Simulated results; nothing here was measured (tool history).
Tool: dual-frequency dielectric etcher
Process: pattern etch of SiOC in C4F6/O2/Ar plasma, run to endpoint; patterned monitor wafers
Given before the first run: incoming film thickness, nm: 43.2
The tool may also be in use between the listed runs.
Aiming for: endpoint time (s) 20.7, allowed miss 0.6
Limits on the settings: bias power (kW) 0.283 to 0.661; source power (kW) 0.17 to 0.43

run	hour	bias power (kW)	source power (kW)	endpoint time (s)
1	0	0.472	0.3	17.319
2	2.1	0.432	0.29	18.234
3	4.4	0.403	0.29	18.709
4	6.2	0.458	0.29	17.659
5	7.8	0.458	0.33	16.735
6	15.4	0.458	0.3	17.472
7	23.2	0.42	0.29	18.304
8	24.4	0.391	0.28	19.038
9	29.7	0.371	0.28	19.116
10	37.2	0.354	0.27	19.537

4 next moves are on the table. One of them brings every result within its allowed miss. Which?
A	44.7	0.383	0.27	?
B	44.7	0.295	0.28	?
C	44.7	0.283	0.37	?
D	44.7	0.367	0.31	?

move	endpoint time (s)
A	19.279
B	20.424
C	18.265
D	18.362
A: moves away from the targets compared with the last run
B: hits every target within its allowed miss
C: moves away from the targets compared with the last run
D: moves away from the targets compared with the last run
Go with B: it meets all targets.
